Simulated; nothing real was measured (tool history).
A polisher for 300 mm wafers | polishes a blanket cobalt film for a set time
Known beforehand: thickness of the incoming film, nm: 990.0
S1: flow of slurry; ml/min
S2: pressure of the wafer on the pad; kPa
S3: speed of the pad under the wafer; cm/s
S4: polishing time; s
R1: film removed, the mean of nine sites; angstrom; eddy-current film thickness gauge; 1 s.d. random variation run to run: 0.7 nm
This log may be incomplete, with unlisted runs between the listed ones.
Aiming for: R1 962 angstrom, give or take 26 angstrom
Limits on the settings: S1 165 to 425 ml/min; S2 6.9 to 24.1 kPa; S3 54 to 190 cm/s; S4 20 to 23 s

| run | day | S1 | S2 | S3 | S4 | R1 |
|---|---|---|---|---|---|---|
| 1 | 0 | 275 | 15.2 | 122 | 23 | 1393.3 |
| 2 | 0.296 | 305 | 15.2 | 122 | 23 | 1409.8 |
| 3 | 0.475 | 305 | 15.2 | 106 | 23 | 1261.9 |
| 4 | 0.575 | 295 | 13.8 | 106 | 23 | 1140.2 |
| 5 | 0.717 | 295 | 13.8 | 106 | 23 | 1148.3 |
| 6 | 0.95 | 290 | 13.1 | 106 | 23 | 1085.9 |
| 7 | 1.204 | 280 | 12.4 | 106 | 23 | 1008.6 |
| 8 | 1.412 | 270 | 12.4 | 106 | 23 | 1019.6 |

Exactly one of the 4 candidate moves below puts every result within its allowed miss. Which one?
| A | 1.621 | 255 | 11 | 108 | 23 | ? |
| B | 1.621 | 245 | 12.4 | 120 | 23 | ? |
| C | 1.621 | 235 | 11.7 | 116 | 20 | ? |
| D | 1.621 | 250 | 12.4 | 106 | 22 | ? |

| move | R1 |
|---|---|
| A | 925.81 |
| B | 1121.7 |
| C | 894.45 |
| D | 975.35 |
A: pushes the last run's worst result past its target
B: its largest miss is bigger than the last run's
C: pushes the last run's worst result past its target
D: each result inside its tolerance
D meets every target.

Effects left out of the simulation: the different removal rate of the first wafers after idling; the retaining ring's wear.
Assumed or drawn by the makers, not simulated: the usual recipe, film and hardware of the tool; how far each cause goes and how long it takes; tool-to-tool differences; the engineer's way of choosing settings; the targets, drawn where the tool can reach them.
